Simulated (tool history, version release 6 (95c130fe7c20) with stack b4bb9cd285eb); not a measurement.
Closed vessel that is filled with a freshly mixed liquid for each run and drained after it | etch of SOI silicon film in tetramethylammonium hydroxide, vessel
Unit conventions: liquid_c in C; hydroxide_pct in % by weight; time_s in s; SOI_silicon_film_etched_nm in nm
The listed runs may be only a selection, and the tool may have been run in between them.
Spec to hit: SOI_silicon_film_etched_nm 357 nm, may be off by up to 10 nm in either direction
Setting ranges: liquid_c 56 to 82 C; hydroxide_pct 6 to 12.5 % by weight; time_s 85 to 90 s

run	hour	liquid_c	hydroxide_pct	time_s	SOI_silicon_film_etched_nm
1	0	69	8.5	85	629.01
2	4.7	69	9.5	85	613.29
3	11.2	72	9.5	85	717.82
4	17.6	68.5	9.5	85	577.13
5	25.9	66.5	9.5	85	515.7
6	33.6	63	9.5	85	422.79
7	41.5	62.5	9.5	85	404.83
8	43.3	62	9.5	85	396.73
9	50.2	61.5	9.5	85	383.78

Below are 5 possible settings for the next run. Only one of them brings all results inside the allowed miss of their targets. Which is it?
A	57.1	61	9	85	?
B	57.1	60.5	9	90	?
C	57.1	60.5	9.5	85	?
D	57.1	63	11.5	85	?
E	57.1	61.5	9.5	90	?

move	SOI_silicon_film_etched_nm
A	377.17
B	387.17
C	359.21
D	390.55
E	404.63
A: nearer the targets than the last run, but a result is still out of spec
B: the biggest miss grows against the last run
C: each result inside its tolerance
D: the biggest miss grows against the last run
E: the biggest miss grows against the last run
Move C is the one to make.

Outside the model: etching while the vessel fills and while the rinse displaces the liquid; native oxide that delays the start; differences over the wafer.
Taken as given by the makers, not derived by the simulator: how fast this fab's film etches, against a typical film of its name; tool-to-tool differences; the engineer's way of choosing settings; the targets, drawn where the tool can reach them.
